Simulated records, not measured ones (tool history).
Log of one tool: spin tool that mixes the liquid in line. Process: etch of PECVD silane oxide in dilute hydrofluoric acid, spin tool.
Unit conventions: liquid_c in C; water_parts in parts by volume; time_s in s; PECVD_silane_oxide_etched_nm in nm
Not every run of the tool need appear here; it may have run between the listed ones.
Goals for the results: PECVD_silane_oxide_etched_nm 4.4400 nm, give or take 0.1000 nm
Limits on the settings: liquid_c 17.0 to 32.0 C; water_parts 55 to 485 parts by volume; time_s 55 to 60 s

run 1 hour=0.0 | liquid_c=24.0 water_parts=270 time_s=55 | PECVD_silane_oxide_etched_nm=7.3360
run 2 hour=7.5 | liquid_c=22.5 water_parts=285 time_s=55 | PECVD_silane_oxide_etched_nm=6.6045
run 3 hour=15.7 | liquid_c=22.5 water_parts=285 time_s=60 | PECVD_silane_oxide_etched_nm=7.0638
run 4 hour=16.8 | liquid_c=21.0 water_parts=300 time_s=60 | PECVD_silane_oxide_etched_nm=6.3674
run 5 hour=17.6 | liquid_c=21.0 water_parts=300 time_s=60 | PECVD_silane_oxide_etched_nm=6.3565
run 6 hour=20.4 | liquid_c=19.5 water_parts=300 time_s=60 | PECVD_silane_oxide_etched_nm=6.0593
run 7 hour=24.7 | liquid_c=19.0 water_parts=310 time_s=60 | PECVD_silane_oxide_etched_nm=5.6308
run 8 hour=32.5 | liquid_c=18.5 water_parts=320 time_s=60 | PECVD_silane_oxide_etched_nm=5.3154
run 9 hour=36.3 | liquid_c=18.0 water_parts=325 time_s=60 | PECVD_silane_oxide_etched_nm=5.1231
run 10 hour=42.9 | liquid_c=18.0 water_parts=330 time_s=60 | PECVD_silane_oxide_etched_nm=5.0228
run 11 hour=47.6 | liquid_c=18.0 water_parts=335 time_s=60 | PECVD_silane_oxide_etched_nm=4.8996
run 12 hour=50.2 | liquid_c=18.0 water_parts=340 time_s=60 | PECVD_silane_oxide_etched_nm=4.8722
run 13 hour=57.9 | liquid_c=18.0 water_parts=345 time_s=60 | PECVD_silane_oxide_etched_nm=4.7616
run 14 hour=64.9 | liquid_c=17.5 water_parts=350 time_s=60 | PECVD_silane_oxide_etched_nm=4.5846

Of the 4 settings listed for the next run, only one would bring every result within its allowed miss of target. Which one?
run A hour=71.9 | liquid_c=17.0 water_parts=330 time_s=55 | PECVD_silane_oxide_etched_nm=?
run B hour=71.9 | liquid_c=20.5 water_parts=345 time_s=55 | PECVD_silane_oxide_etched_nm=?
run C hour=71.9 | liquid_c=19.0 water_parts=370 time_s=55 | PECVD_silane_oxide_etched_nm=?
run D hour=71.9 | liquid_c=17.0 water_parts=365 time_s=60 | PECVD_silane_oxide_etched_nm=?

move=A PECVD_silane_oxide_etched_nm=4.4272
move=B PECVD_silane_oxide_etched_nm=4.7492
move=C PECVD_silane_oxide_etched_nm=4.1103
move=D PECVD_silane_oxide_etched_nm=4.2452
A: each result inside its tolerance
B: further off than the last run
C: pushes the last run's worst result past its target
D: pushes the last run's worst result past its target
The move that meets every target is A.

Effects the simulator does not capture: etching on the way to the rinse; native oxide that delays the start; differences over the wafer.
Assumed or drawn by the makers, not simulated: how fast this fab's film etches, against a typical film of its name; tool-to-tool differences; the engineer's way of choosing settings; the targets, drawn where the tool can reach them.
